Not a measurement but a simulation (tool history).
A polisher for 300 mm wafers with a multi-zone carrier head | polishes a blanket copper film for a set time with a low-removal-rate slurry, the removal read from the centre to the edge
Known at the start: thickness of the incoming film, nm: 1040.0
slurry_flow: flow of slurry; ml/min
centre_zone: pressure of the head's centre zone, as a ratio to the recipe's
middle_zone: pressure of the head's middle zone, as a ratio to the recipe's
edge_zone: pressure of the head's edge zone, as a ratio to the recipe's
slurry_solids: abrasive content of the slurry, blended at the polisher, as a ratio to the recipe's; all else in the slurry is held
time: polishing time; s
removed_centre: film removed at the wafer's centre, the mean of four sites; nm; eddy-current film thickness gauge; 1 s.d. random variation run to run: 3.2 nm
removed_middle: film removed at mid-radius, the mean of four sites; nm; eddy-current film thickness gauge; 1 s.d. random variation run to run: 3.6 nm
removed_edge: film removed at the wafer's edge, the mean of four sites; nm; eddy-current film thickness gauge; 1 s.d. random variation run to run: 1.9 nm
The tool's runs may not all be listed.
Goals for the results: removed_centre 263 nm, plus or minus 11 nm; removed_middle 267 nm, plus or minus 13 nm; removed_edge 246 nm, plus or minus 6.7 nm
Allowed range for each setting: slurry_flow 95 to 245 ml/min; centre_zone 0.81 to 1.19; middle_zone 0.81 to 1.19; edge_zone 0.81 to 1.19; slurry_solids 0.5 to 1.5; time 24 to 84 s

| run | day | slurry_flow | centre_zone | middle_zone | edge_zone | slurry_solids | time | removed_centre | removed_middle | removed_edge |
|---|---|---|---|---|---|---|---|---|---|---|
| 1 | 0 | 155 | 1 | 1 | 1 | 1 | 54 | 178.92 | 186.86 | 180.26 |
| 2 | 0.267 | 165 | 1.02 | 1.02 | 1.02 | 1.1 | 55 | 190.49 | 193.37 | 187.39 |
| 3 | 0.612 | 170 | 1.03 | 1.04 | 1.03 | 1.15 | 57 | 206.69 | 210.76 | 201.68 |
| 4 | 0.958 | 170 | 1.03 | 1.04 | 1 | 1.15 | 57 | 201.06 | 205.89 | 195.59 |
| 5 | 1.254 | 175 | 1.04 | 1.06 | 1.03 | 1.2 | 58 | 205.89 | 221.02 | 204.38 |
| 6 | 1.454 | 180 | 1.06 | 1.06 | 1.05 | 1.25 | 59 | 219.51 | 223.65 | 212.36 |
| 7 | 1.696 | 185 | 1.07 | 1.07 | 1.06 | 1.3 | 60 | 223.35 | 233.99 | 219.42 |
| 8 | 1.75 | 185 | 1.07 | 1.07 | 1.06 | 1.3 | 60 | 230.82 | 232.72 | 218.14 |
| 9 | 2.083 | 190 | 1.07 | 1.08 | 1.07 | 1.35 | 60 | 228.56 | 234.22 | 221.62 |

Exercise: of the 4 proposed moves below, exactly one satisfies all targets within the stated allowed misses. Which move is it?
| A | 2.417 | 190 | 1.03 | 0.99 | 1.04 | 1.4 | 63 | ? | ? | ? |
| B | 2.417 | 210 | 1.11 | 1.09 | 1.08 | 1.3 | 67 | ? | ? | ? |
| C | 2.417 | 200 | 1.05 | 1.07 | 1.1 | 1.4 | 62 | ? | ? | ? |
| D | 2.417 | 180 | 1.07 | 1.07 | 1.13 | 1.4 | 63 | ? | ? | ? |

| move | removed_centre | removed_middle | removed_edge |
|---|---|---|---|
| A | 234.36 | 231.31 | 227.8 |
| B | 263.66 | 267.66 | 245.44 |
| C | 235.88 | 245.07 | 230.49 |
| D | 238.2 | 244.8 | 233.91 |
A: moves toward the targets from the last run without getting all of them in spec
B: all results in spec
C: moves toward the targets from the last run without getting all of them in spec
D: moves toward the targets from the last run without getting all of them in spec
B meets every target.

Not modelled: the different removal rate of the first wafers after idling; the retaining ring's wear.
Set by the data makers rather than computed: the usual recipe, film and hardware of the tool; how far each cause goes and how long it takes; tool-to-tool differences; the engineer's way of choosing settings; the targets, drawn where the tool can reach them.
